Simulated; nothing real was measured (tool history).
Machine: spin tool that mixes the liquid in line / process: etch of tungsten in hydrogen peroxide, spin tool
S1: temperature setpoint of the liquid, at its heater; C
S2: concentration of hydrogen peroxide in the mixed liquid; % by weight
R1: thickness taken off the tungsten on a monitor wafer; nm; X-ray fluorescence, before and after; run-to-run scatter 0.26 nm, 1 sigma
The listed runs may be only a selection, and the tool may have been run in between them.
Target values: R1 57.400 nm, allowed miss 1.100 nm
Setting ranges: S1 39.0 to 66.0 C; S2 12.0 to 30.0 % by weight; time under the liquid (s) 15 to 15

Run 1, day 0.000: S1 55.0 C, S2 20.5 % by weight, time under the liquid (s) 15. Result: R1 29.388 nm.
Run 2, day 0.358: S1 58.5 C, S2 21.0 % by weight, time under the liquid (s) 15. Result: R1 36.610 nm.
Run 3, day 0.604: S1 58.5 C, S2 21.0 % by weight, time under the liquid (s) 15. Result: R1 36.507 nm.
Run 4, day 0.908: S1 58.5 C, S2 19.5 % by weight, time under the liquid (s) 15. Result: R1 35.414 nm.
Run 5, day 1.200: S1 53.5 C, S2 19.5 % by weight, time under the liquid (s) 15. Result: R1 26.352 nm.
Run 6, day 1.379: S1 53.5 C, S2 19.5 % by weight, time under the liquid (s) 15. Result: R1 26.393 nm.
Run 7, day 1.692: S1 57.5 C, S2 20.0 % by weight, time under the liquid (s) 15. Result: R1 33.855 nm.
Run 8, day 2.038: S1 57.5 C, S2 20.0 % by weight, time under the liquid (s) 15. Result: R1 33.974 nm.
Run 9, day 2.300: S1 60.5 C, S2 20.0 % by weight, time under the liquid (s) 15. Result: R1 40.313 nm.
Run 10, day 2.454: S1 62.5 C, S2 20.5 % by weight, time under the liquid (s) 15. Result: R1 45.697 nm.
Run 11, day 2.567: S1 63.5 C, S2 21.0 % by weight, time under the liquid (s) 15. Result: R1 48.877 nm.
Run 12, day 2.767: S1 64.5 C, S2 21.0 % by weight, time under the liquid (s) 15. Result: R1 51.427 nm.

Which of these 4 next moves meets every target?
Run A, day 2.967: S1 64.5 C, S2 26.0 % by weight, time under the liquid (s) 15. Result: R1 ?.
Run B, day 2.967: S1 66.0 C, S2 25.0 % by weight, time under the liquid (s) 15. Result: R1 ?.
Run C, day 2.967: S1 66.0 C, S2 20.0 % by weight, time under the liquid (s) 15. Result: R1 ?.
Run D, day 2.967: S1 65.5 C, S2 25.5 % by weight, time under the liquid (s) 15. Result: R1 ?.

move      R1
   A  57.596
   B  61.403
   C  54.920
   D  60.314
A: every result lands within tolerance
B: takes the result that was furthest off past its target
C: closes in on the targets versus the last run, not all within tolerance yet
D: takes the result that was furthest off past its target
A meets every target.
